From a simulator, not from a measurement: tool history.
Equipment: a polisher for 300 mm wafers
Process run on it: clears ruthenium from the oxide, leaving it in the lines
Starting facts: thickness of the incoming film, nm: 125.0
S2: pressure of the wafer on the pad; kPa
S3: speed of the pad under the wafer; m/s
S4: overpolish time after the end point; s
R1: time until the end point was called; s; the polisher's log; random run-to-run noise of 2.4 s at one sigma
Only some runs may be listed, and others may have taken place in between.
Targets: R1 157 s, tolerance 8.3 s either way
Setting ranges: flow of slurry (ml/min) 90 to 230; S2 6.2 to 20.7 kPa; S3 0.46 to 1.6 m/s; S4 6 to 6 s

Run 1, hour 0: flow of slurry (ml/min) 150, S2 13.1 kPa, S3 1.02 m/s, S4 6 s. Result: R1 115.32 s.
Run 2, hour 8.4: flow of slurry (ml/min) 150, S2 11.7 kPa, S3 1.02 m/s, S4 6 s. Result: R1 126.36 s.
Run 3, hour 12.1: flow of slurry (ml/min) 150, S2 11 kPa, S3 1.02 m/s, S4 6 s. Result: R1 126.25 s.
Run 4, hour 16.6: flow of slurry (ml/min) 150, S2 9.7 kPa, S3 1 m/s, S4 6 s. Result: R1 146.22 s.
Run 5, hour 24: flow of slurry (ml/min) 150, S2 13.1 kPa, S3 1 m/s, S4 6 s. Result: R1 119.82 s.
Run 6, hour 29.2: flow of slurry (ml/min) 150, S2 13.1 kPa, S3 1.2 m/s, S4 6 s. Result: R1 99.19 s.
Run 7, hour 36.6: flow of slurry (ml/min) 150, S2 11 kPa, S3 1.18 m/s, S4 6 s. Result: R1 116.04 s.
Run 8, hour 40.9: flow of slurry (ml/min) 150, S2 9.7 kPa, S3 1.16 m/s, S4 6 s. Result: R1 126.84 s.
Run 9, hour 42.1: flow of slurry (ml/min) 145, S2 6.2 kPa, S3 1.12 m/s, S4 6 s. Result: R1 175.83 s.
At hour 49.7: head pressure recalibrated.
Run 10, hour 49.7: flow of slurry (ml/min) 150, S2 6.9 kPa, S3 1.12 m/s, S4 6 s. Result: R1 167.98 s.

5 next moves are on the table. One of them brings every result within its allowed miss. Which?
Run A, hour 57.3: flow of slurry (ml/min) 150, S2 6.2 kPa, S3 1.12 m/s, S4 6 s. Result: R1 ?.
Run B, hour 57.3: flow of slurry (ml/min) 100, S2 6.2 kPa, S3 1.16 m/s, S4 6 s. Result: R1 ?.
Run C, hour 57.3: flow of slurry (ml/min) 90, S2 8.3 kPa, S3 1.2 m/s, S4 6 s. Result: R1 ?.
Run D, hour 57.3: flow of slurry (ml/min) 95, S2 7.6 kPa, S3 1.04 m/s, S4 6 s. Result: R1 ?.
Run E, hour 57.3: flow of slurry (ml/min) 130, S2 6.2 kPa, S3 1.02 m/s, S4 6 s. Result: R1 ?.

move      R1
   A  182.54
   B  190.96
   C  161.27
   D  192.48
   E  204.97
A: lands further from the targets than the last run did
B: lands further from the targets than the last run did
C: in spec on every target
D: lands further from the targets than the last run did
E: lands further from the targets than the last run did
Answer: C

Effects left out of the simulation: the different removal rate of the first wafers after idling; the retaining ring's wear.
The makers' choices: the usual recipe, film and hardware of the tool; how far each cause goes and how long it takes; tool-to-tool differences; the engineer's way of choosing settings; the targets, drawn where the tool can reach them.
